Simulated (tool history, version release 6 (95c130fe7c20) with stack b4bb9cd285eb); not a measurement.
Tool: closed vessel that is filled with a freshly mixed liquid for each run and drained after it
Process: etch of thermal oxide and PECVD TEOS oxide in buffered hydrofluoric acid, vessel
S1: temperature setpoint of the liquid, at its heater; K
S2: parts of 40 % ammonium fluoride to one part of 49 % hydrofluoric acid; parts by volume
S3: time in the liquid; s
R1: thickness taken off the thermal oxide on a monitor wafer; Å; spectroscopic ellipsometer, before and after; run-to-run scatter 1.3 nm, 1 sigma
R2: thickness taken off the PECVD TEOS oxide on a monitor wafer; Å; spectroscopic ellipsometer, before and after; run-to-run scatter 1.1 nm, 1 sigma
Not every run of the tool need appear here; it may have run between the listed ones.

run  hour      S1   S2  S3      R1      R2
  1     0  297.15  9.5  60  749.54  1316.2
  2   5.3  298.65    9  60   859.4  1475.6
  3   6.3  298.65   11  60  726.97  1254.2
  4  14.6  302.15   11  60  893.95  1519.2
  5  19.9  300.15   11  60  774.14  1368.9
  6  28.4  300.15   13  60  667.01  1161.5
  7    33  304.15   10  60  1065.7  1853.9
  8    35  304.15  9.5  60    1103  1918.8
  9  41.3  304.15    9  60  1132.5  1977.1

The next listed run, before its measurement:
 10  47.1  304.15  8.5  60   ?   ?

R1: 1205.3 Å
R2: 2115.3 Å
